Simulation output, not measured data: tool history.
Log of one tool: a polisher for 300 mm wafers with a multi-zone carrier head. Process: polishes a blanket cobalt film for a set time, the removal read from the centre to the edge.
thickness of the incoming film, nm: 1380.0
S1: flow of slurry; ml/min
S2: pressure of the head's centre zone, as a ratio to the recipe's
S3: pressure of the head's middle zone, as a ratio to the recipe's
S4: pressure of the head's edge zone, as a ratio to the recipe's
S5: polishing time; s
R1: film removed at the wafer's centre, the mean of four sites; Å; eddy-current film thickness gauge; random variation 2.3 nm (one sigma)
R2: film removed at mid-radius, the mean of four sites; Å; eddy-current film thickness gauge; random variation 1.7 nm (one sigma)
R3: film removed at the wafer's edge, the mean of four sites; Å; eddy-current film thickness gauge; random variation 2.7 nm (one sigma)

Run 1, hour 0.0: S1 185 ml/min, S2 1.00, S3 1.00, S4 1.00, S5 43 s. Result: R1 1469.6 Å, R2 1454.2 Å, R3 1429.2 Å.
Run 2, hour 7.4: S1 190 ml/min, S2 1.00, S3 1.01, S4 1.02, S5 44 s. Result: R1 1538.9 Å, R2 1542.9 Å, R3 1469.3 Å.
Run 3, hour 8.1: S1 190 ml/min, S2 0.99, S3 1.00, S4 1.03, S5 45 s. Result: R1 1498.2 Å, R2 1508.3 Å, R3 1506.3 Å.
Run 4, hour 16.0: S1 190 ml/min, S2 0.99, S3 1.00, S4 1.09, S5 45 s. Result: R1 1500.0 Å, R2 1505.3 Å, R3 1558.0 Å.
Run 5, hour 20.2: S1 190 ml/min, S2 0.99, S3 1.00, S4 1.05, S5 45 s. Result: R1 1555.2 Å, R2 1543.2 Å, R3 1540.2 Å.
Run 6, hour 27.2: S1 195 ml/min, S2 0.99, S3 1.00, S4 1.06, S5 45 s. Result: R1 1512.5 Å, R2 1538.3 Å, R3 1521.9 Å.
Run 7, hour 32.8: S1 190 ml/min, S2 0.99, S3 1.01, S4 1.07, S5 46 s. Result: R1 1533.5 Å, R2 1588.5 Å, R3 1575.6 Å.
Run 8, hour 34.1: S1 195 ml/min, S2 1.00, S3 1.01, S4 1.08, S5 46 s. Result: R1 1561.0 Å, R2 1575.2 Å, R3 1614.9 Å.
Run 9, hour 40.6: S1 200 ml/min, S2 1.01, S3 1.02, S4 1.08, S5 46 s. Result: R1 1589.2 Å, R2 1609.1 Å, R3 1568.8 Å.
Run 10, hour 48.0: S1 200 ml/min, S2 1.01, S3 1.02, S4 1.09, S5 47 s. Result: R1 1642.5 Å, R2 1622.7 Å, R3 1604.8 Å.

The next listed run, before its measurement:
Run 11, hour 55.4: S1 200 ml/min, S2 1.01, S3 1.02, S4 1.10, S5 48 s. Result: R1 ?, R2 ?, R3 ?.

{"run 11": {"R1": 1667.4, "R2": 1645.7, "R3": 1663.4}}
